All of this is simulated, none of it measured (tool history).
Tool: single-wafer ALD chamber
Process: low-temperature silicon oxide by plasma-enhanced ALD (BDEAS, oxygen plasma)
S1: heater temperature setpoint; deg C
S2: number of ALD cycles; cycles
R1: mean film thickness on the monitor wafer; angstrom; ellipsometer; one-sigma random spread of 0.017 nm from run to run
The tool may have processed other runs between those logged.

Run 1, hour 0.0: S1 110 deg C, S2 30 cycles. Result: R1 42.544 angstrom.
Run 2, hour 2.0: S1 101 deg C, S2 30 cycles. Result: R1 43.376 angstrom.
Run 3, hour 4.6: S1 103 deg C, S2 28 cycles. Result: R1 40.253 angstrom.
Run 4, hour 8.1: S1 103 deg C, S2 31 cycles. Result: R1 44.977 angstrom.
At hour 15.1: thermocouple changed; heater temperature recalibrated.
Run 5, hour 15.1: S1 103 deg C, S2 35 cycles. Result: R1 51.204 angstrom.
Run 6, hour 16.8: S1 103 deg C, S2 32 cycles. Result: R1 46.252 angstrom.

The next listed run, before its measurement:
Run 7, hour 20.4: S1 105 deg C, S2 29 cycles. Result: R1 ?.

Run 7 produced R1 41.801 angstrom.

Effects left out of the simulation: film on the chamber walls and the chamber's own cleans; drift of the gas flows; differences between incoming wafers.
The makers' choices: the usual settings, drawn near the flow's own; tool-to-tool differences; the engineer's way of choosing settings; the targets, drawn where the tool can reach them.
